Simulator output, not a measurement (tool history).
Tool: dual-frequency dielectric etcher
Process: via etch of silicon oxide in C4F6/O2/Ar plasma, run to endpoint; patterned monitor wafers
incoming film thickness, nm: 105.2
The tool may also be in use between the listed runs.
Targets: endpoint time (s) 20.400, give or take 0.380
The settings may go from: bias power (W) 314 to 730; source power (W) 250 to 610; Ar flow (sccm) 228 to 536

run    day  bias power (W)  source power (W)  Ar flow (sccm)  endpoint time (s)
  1  0.000             522               430             382             21.996
  2  0.071             522               370             382             23.580
  3  0.100             522               300             382             26.097
  4  0.392             565               320             379             24.243
  5  0.683             565               280             379             25.886
  6  0.788             600               300             376             24.101
  7  0.892             629               310             375             23.099
  8  1.067             651               320             374             22.392
  9  1.200             668               320             373             22.135
 10  1.421             682               330             372             21.578
 11  1.779             692               330             372             21.572
 12  2.104             700               340             371             21.050
 13  2.433             706               340             371             20.930

5 candidate next runs follow, results not yet known. Just one meets every target within its allowed miss. Identify it.
  A  2.762             700               370             385                  ?
  B  2.762             710               410             354                  ?
  C  2.762             730               380             393                  ?
  D  2.762             723               380             327                  ?
  E  2.762             672               340             410                  ?

move  endpoint time (s)
   A             20.237
   B             19.043
   C             19.617
   D             19.395
   E             21.601
A: all results land within tolerance of their targets
B: the result that was furthest off in the last run now lies on the other side of its target
C: the result that was furthest off in the last run now lies on the other side of its target
D: the result that was furthest off in the last run now lies on the other side of its target
E: misses by more than the last run did
So the answer is move A, the one that meets all the targets.
